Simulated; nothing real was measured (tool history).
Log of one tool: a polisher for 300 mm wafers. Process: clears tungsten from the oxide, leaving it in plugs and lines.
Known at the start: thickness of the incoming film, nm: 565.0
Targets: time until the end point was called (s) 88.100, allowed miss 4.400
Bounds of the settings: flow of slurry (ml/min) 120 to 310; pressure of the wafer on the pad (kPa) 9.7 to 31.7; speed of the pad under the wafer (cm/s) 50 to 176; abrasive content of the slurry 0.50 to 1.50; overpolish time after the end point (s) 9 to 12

run    day  flow of slurry (ml/min)  pressure of the wafer on the pad (kPa)  speed of the pad under the wafer (cm/s)  abrasive content of the slurry  overpolish time after the end point (s)  time until the end point was called (s)
  1  0.000                      200                                    20.7                                      112                            1.00                                       12                                  114.840
  2  0.354                      200                                    22.1                                      112                            1.00                                       12                                  106.720
  3  0.696                      200                                    23.4                                      112                            1.00                                       12                                  101.360
  4  0.929                      200                                    23.4                                       92                            1.00                                       12                                  123.300
  5  0.983                      200                                    25.5                                       94                            1.00                                       12                                  109.800
  6  1.050                      200                                    26.9                                       94                            1.00                                       12                                  105.180
  7  1.092                      200                                    28.3                                       94                            1.00                                       12                                   97.482
  8  1.138                      200                                    29.0                                       94                            1.00                                       12                                   97.760
  9  1.396                      200                                    29.6                                       94                            1.00                                       12                                   93.581
 10  1.579                      200                                    30.3                                       94                            1.00                                       12                                   94.120

5 next moves are on the table. One of them brings every result within its allowed miss. Which?
  A  1.762                      235                                    31.7                                      102                            0.75                                        9                                        ?
  B  1.762                      230                                    30.3                                       84                            1.10                                       12                                        ?
  C  1.762                      220                                    31.7                                      108                            0.90                                       10                                        ?
  D  1.762                      250                                    28.3                                       84                            0.95                                        9                                        ?
  E  1.762                      190                                    29.6                                       84                            1.10                                        9                                        ?

move  time until the end point was called (s)
   A                                   85.946
   B                                   97.242
   C                                   78.585
   D                                  107.170
   E                                  101.580
A: meets every target
B: further off than the last run
C: takes the result that was furthest off past its target
D: further off than the last run
E: further off than the last run
Answer: A

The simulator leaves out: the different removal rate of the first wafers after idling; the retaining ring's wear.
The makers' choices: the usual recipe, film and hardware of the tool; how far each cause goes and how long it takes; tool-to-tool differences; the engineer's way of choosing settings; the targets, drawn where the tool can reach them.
